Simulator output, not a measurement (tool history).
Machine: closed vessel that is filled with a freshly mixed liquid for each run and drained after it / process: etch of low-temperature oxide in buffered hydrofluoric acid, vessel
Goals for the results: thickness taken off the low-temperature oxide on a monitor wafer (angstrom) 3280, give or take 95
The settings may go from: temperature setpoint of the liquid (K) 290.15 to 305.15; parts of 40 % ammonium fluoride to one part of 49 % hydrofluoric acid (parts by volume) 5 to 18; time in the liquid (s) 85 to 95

run  hour  temperature setpoint of the liquid (K)  parts of 40 % ammonium fluoride to one part of 49 % hydrofluoric acid (parts by volume)  time in the liquid (s)  thickness taken off the low-temperature oxide on a monitor wafer (angstrom)
  1     0                                  297.15                                                                                       11                      85                                                                       1629.9
  2   0.9                                  297.15                                                                                       11                      85                                                                         1642
  3   2.6                                  297.15                                                                                       11                      85                                                                       1629.9
  4     9                                  297.15                                                                                       11                      95                                                                       1814.6
  5  17.1                                  297.15                                                                                       14                      95                                                                       1438.7
  6  17.9                                  298.65                                                                                       13                      95                                                                       1679.1
  7    19                                  299.65                                                                                       12                      95                                                                         1921
  8  25.7                                  300.65                                                                                     11.5                      95                                                                       2109.8
  9  33.9                                  301.65                                                                                       11                      95                                                                       2326.9
 10  37.1                                  301.65                                                                                       11                      95                                                                       2322.7
 11  38.8                                  302.15                                                                                     10.5                      95                                                                       2513.5
 12    42                                  302.65                                                                                     10.5                      95                                                                       2572.6
 13  44.5                                  303.15                                                                                     10.5                      95                                                                       2636.9
 14  50.4                                  303.65                                                                                     10.5                      95                                                                       2692.8
 15  54.4                                  304.15                                                                                       10                      95                                                                       2901.9
 16  58.9                                  304.15                                                                                       10                      95                                                                       2913.1
 17  61.4                                  304.65                                                                                      9.5                      95                                                                       3080.4

Exactly one of the 5 candidate moves below puts every result within its allowed miss. Which one?
  A  63.9                                  304.65                                                                                        9                      90                                                                            ?
  B  63.9                                  304.65                                                                                      8.5                      85                                                                            ?
  C  63.9                                  301.15                                                                                        6                      85                                                                            ?
  D  63.9                                  305.15                                                                                      8.5                      95                                                                            ?
  E  63.9                                  302.65                                                                                      7.5                      90                                                                            ?

move  thickness taken off the low-temperature oxide on a monitor wafer (angstrom)
   A                                                                       3007.2
   B                                                                       3021.7
   C                                                                       3544.2
   D                                                                       3465.8
   E                                                                       3299.8
A: its largest miss is bigger than the last run's
B: its largest miss is bigger than the last run's
C: pushes the last run's worst result past its target
D: pushes the last run's worst result past its target
E: every result lands within tolerance
Answer: E

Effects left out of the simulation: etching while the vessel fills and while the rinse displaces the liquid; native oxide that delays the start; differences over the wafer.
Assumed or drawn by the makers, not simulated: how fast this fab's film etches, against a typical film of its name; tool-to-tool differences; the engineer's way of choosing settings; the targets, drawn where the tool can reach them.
